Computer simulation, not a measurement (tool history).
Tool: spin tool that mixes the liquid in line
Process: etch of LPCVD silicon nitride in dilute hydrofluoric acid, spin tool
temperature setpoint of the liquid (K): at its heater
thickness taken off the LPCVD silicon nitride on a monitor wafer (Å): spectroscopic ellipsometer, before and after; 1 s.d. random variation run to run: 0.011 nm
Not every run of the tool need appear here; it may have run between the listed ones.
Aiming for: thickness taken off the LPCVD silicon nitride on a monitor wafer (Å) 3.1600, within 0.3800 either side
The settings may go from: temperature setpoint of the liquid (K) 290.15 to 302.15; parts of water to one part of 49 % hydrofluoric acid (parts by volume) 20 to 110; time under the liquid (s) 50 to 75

run  hour  temperature setpoint of the liquid (K)  parts of water to one part of 49 % hydrofluoric acid (parts by volume)  time under the liquid (s)  thickness taken off the LPCVD silicon nitride on a monitor wafer (Å)
  1   0.0                                  294.15                                                                      60                         75                                                                5.0342
  2   5.2                                  293.65                                                                      65                         70                                                                4.0366
  3  11.2                                  296.65                                                                      65                         70                                                                4.7192
  4  16.8                                  296.15                                                                      70                         70                                                                4.7116
  5  19.9                                  296.15                                                                      70                         75                                                                4.7755
  6  24.2                                  295.15                                                                      75                         70                                                                3.8762
  7  33.1                                  294.65                                                                      75                         70                                                                3.7569
  8  41.4                                  294.65                                                                      75                         70                                                                3.6859
  9  41.9                                  294.15                                                                      75                         70                                                                3.5945

Which one of the following 4 next-run settings gets every result inside its allowed miss? There is exactly one.
  A  42.4                                  294.65                                                                      65                         75                                                                     ?
  B  42.4                                  298.65                                                                      90                         75                                                                     ?
  C  42.4                                  294.15                                                                      65                         65                                                                     ?
  D  42.4                                  294.15                                                                      75                         60                                                                     ?

move  thickness taken off the LPCVD silicon nitride on a monitor wafer (Å)
   A                                                                4.6753
   B                                                                4.4351
   C                                                                3.9157
   D                                                                3.1427
A: moves away from the targets compared with the last run
B: moves away from the targets compared with the last run
C: moves away from the targets compared with the last run
D: all results land within tolerance of their targets
The move that meets every target is D.
